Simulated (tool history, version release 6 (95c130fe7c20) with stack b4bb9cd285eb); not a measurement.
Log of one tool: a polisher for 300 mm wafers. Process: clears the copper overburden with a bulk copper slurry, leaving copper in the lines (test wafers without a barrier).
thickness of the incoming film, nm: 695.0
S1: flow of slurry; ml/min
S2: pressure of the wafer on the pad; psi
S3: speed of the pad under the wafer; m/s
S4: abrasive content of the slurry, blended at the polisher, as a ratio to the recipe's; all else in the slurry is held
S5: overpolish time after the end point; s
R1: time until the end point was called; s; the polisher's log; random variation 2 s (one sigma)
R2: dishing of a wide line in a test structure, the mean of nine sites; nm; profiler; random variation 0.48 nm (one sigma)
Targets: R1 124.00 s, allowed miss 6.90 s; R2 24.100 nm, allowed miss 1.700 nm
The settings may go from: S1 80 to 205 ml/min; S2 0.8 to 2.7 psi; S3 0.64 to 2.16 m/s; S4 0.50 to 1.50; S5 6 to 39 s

{"run": 1, "day": 0.0, "S1": 135, "S2": 1.7, "S3": 1.4, "S4": 1.0, "S5": 20, "R1": 100.78, "R2": 74.01}
{"run": 2, "day": 0.25, "S1": 135, "S2": 1.4, "S3": 1.46, "S4": 1.0, "S5": 16, "R1": 110.31, "R2": 58.988}
{"run": 3, "day": 0.542, "S1": 135, "S2": 1.2, "S3": 1.48, "S4": 1.0, "S5": 13, "R1": 122.48, "R2": 45.72}
{"run": 4, "day": 0.642, "S1": 135, "S2": 1.2, "S3": 1.48, "S4": 1.0, "S5": 20, "R1": 126.43, "R2": 62.142}
{"run": 5, "day": 0.846, "S1": 135, "S2": 1.5, "S3": 1.48, "S4": 1.0, "S5": 20, "R1": 104.24, "R2": 74.665}
{"run": 6, "day": 1.042, "S1": 135, "S2": 1.5, "S3": 1.32, "S4": 1.0, "S5": 20, "R1": 114.53, "R2": 68.831}
{"run": 7, "day": 1.2, "S1": 125, "S2": 1.3, "S3": 1.48, "S4": 0.9, "S5": 16, "R1": 123.37, "R2": 55.517}
{"run": 8, "day": 1.521, "S1": 150, "S2": 1.2, "S3": 1.4, "S4": 1.1, "S5": 13, "R1": 124.23, "R2": 44.575}
{"run": 9, "day": 1.775, "S1": 165, "S2": 1.1, "S3": 1.4, "S4": 1.2, "S5": 11, "R1": 126.79, "R2": 39.159}
{"run": 10, "day": 2.054, "S1": 200, "S2": 0.8, "S3": 1.44, "S4": 1.45, "S5": 6, "R1": 143.79, "R2": 20.628}

Which of these 4 next moves meets every target?
{"run": "A", "day": 2.333, "S1": 205, "S2": 0.8, "S3": 1.42, "S4": 1.4, "S5": 6, "R1": "?", "R2": "?"}
{"run": "B", "day": 2.333, "S1": 195, "S2": 0.9, "S3": 1.56, "S4": 1.4, "S5": 6, "R1": "?", "R2": "?"}
{"run": "C", "day": 2.333, "S1": 205, "S2": 0.8, "S3": 1.38, "S4": 1.5, "S5": 6, "R1": "?", "R2": "?"}
{"run": "D", "day": 2.333, "S1": 205, "S2": 0.8, "S3": 1.18, "S4": 1.35, "S5": 6, "R1": "?", "R2": "?"}

move=A R1=139.46 R2=20.047
move=B R1=118.82 R2=23.215
move=C R1=140.83 R2=19.873
move=D R1=168.08 R2=16.935
A: nearer than the last run, and not there yet
B: meets every target
C: nearer than the last run, and not there yet
D: further off than the last run
The right move is B.
